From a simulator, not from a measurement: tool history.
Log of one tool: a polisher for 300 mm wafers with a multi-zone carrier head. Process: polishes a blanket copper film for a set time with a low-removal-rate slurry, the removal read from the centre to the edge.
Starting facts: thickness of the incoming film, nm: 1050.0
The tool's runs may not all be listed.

| run | day | flow of slurry (ml/min) | pressure of the head's centre zone | pressure of the head's middle zone | pressure of the head's edge zone | abrasive content of the slurry | polishing time (s) | film removed at the wafer's centre (angstrom) | film removed at mid-radius (angstrom) | film removed at the wafer's edge (angstrom) |
|---|---|---|---|---|---|---|---|---|---|---|
| 1 | 0 | 270 | 1 | 1 | 1 | 1 | 69 | 1773.3 | 1783.3 | 1749.4 |
| 2 | 0.321 | 300 | 1 | 1 | 1 | 1 | 69 | 1845.1 | 1788.8 | 1765.1 |
| 3 | 0.629 | 300 | 1 | 0.95 | 1 | 1 | 69 | 1843.5 | 1745.9 | 1752 |
| 4 | 0.842 | 300 | 1 | 0.95 | 1 | 0.9 | 69 | 1774 | 1726.8 | 1716.2 |
| 5 | 1.079 | 300 | 1 | 0.95 | 1.03 | 0.9 | 69 | 1806.4 | 1704.6 | 1699.8 |
| 6 | 1.196 | 250 | 1 | 0.95 | 1.03 | 0.9 | 69 | 1743.4 | 1651 | 1691.6 |
| 7 | 1.367 | 250 | 0.99 | 0.94 | 1.02 | 0.85 | 68 | 1683.5 | 1632.8 | 1656.9 |

Run 8 comes next. What will it give?
| 8 | 1.558 | 255 | 0.99 | 0.94 | 1.02 | 0.8 | 67 | ? | ? | ? |

Run 8 yielded film removed at the wafer's centre (angstrom) 1641.1, film removed at mid-radius (angstrom) 1574.3, film removed at the wafer's edge (angstrom) 1628.
